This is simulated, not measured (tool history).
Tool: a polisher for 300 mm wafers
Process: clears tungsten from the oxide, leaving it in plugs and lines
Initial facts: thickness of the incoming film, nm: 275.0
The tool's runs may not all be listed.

run  hour  flow of slurry (ml/min)  pressure of the wafer on the pad (psi)  speed of the pad under the wafer (cm/s)  abrasive content of the slurry  overpolish time after the end point (s)  time until the end point was called (s)
  1   0.0                      285                                     2.7                                      108                             1.0                                       24                                   62.605
  2   3.4                      285                                     2.9                                      108                             1.0                                       24                                   58.892
  3   9.4                      285                                     2.9                                      108                             1.0                                       24                                   59.038
  4  16.2                      285                                     2.9                                      108                             1.0                                       26                                   59.646
  5  20.0                      285                                     3.1                                      110                             1.0                                       26                                   54.511
  6  25.6                      285                                     3.1                                      110                             1.0                                       26                                   52.798
  7  31.2                      285                                     3.2                                      110                             1.0                                       26                                   52.398

Predict the results of run 8:
  8  34.9                      285                                     3.3                                      110                             1.0                                       26                                        ?

{"run 8": {"time until the end point was called (s)": 50.117}}
